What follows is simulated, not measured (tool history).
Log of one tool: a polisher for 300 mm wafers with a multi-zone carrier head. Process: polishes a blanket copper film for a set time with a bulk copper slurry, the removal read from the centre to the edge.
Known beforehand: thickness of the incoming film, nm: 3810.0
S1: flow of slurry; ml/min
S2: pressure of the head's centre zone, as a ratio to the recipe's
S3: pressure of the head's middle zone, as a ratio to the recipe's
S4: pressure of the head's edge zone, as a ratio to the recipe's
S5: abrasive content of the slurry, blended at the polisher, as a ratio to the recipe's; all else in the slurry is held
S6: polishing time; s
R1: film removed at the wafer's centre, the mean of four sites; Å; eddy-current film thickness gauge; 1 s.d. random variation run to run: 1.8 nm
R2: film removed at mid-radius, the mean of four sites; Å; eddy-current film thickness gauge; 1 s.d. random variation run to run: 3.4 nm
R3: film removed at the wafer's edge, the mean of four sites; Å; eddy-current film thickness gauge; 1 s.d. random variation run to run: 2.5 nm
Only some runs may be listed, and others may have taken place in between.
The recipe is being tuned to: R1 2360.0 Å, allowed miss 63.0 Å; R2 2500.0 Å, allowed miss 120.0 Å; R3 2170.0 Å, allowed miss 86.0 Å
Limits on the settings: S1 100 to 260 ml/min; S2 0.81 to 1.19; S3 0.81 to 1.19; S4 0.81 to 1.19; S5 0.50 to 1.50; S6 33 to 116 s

| run | day | S1 | S2 | S3 | S4 | S5 | S6 | R1 | R2 | R3 |
|---|---|---|---|---|---|---|---|---|---|---|
| 1 | 0.000 | 165 | 1.00 | 1.00 | 1.00 | 1.00 | 74 | 3646.9 | 3585.8 | 3910.4 |
| 2 | 0.025 | 170 | 1.01 | 1.02 | 0.97 | 0.90 | 69 | 3291.3 | 3343.2 | 3486.2 |
| 3 | 0.075 | 210 | 1.01 | 1.02 | 0.97 | 0.90 | 69 | 3476.0 | 3525.1 | 3626.7 |
| 4 | 0.138 | 210 | 1.06 | 1.02 | 0.97 | 0.90 | 69 | 3665.7 | 3637.6 | 3569.9 |
| 5 | 0.300 | 210 | 1.06 | 0.95 | 0.97 | 0.90 | 69 | 3624.8 | 3364.6 | 3605.2 |
| 6 | 0.588 | 210 | 1.06 | 0.95 | 0.97 | 0.90 | 77 | 4061.0 | 3755.3 | 3982.4 |
| 7 | 0.746 | 210 | 1.06 | 0.95 | 0.97 | 0.90 | 77 | 4095.5 | 3742.7 | 3963.5 |
| 8 | 0.825 | 205 | 1.07 | 0.97 | 0.94 | 0.85 | 72 | 3756.7 | 3601.6 | 3596.9 |
| 9 | 0.971 | 205 | 1.09 | 0.98 | 0.84 | 0.60 | 51 | 2471.9 | 2241.3 | 2190.2 |

Consider the 4 candidate settings below. Which is the only one whose results all fall within their allowed miss of target?
| A | 1.117 | 210 | 0.90 | 1.13 | 0.86 | 0.60 | 56 | ? | ? | ? |
| B | 1.117 | 205 | 1.08 | 0.90 | 0.89 | 0.60 | 49 | ? | ? | ? |
| C | 1.117 | 220 | 1.07 | 1.14 | 0.83 | 0.50 | 52 | ? | ? | ? |
| D | 1.117 | 185 | 1.11 | 1.12 | 0.81 | 0.55 | 53 | ? | ? | ? |

| move | R1 | R2 | R3 |
|---|---|---|---|
| A | 2235.5 | 2809.7 | 2468.5 |
| B | 2336.7 | 2044.4 | 2190.2 |
| C | 2358.9 | 2503.7 | 2150.5 |
| D | 2485.4 | 2515.0 | 2189.1 |
A: pushes the last run's worst result past its target
B: misses by more than the last run did
C: all results land within tolerance of their targets
D: gets the furthest-off result to its target, but another result is out of tolerance
C is the move that brings every result within its allowed miss.
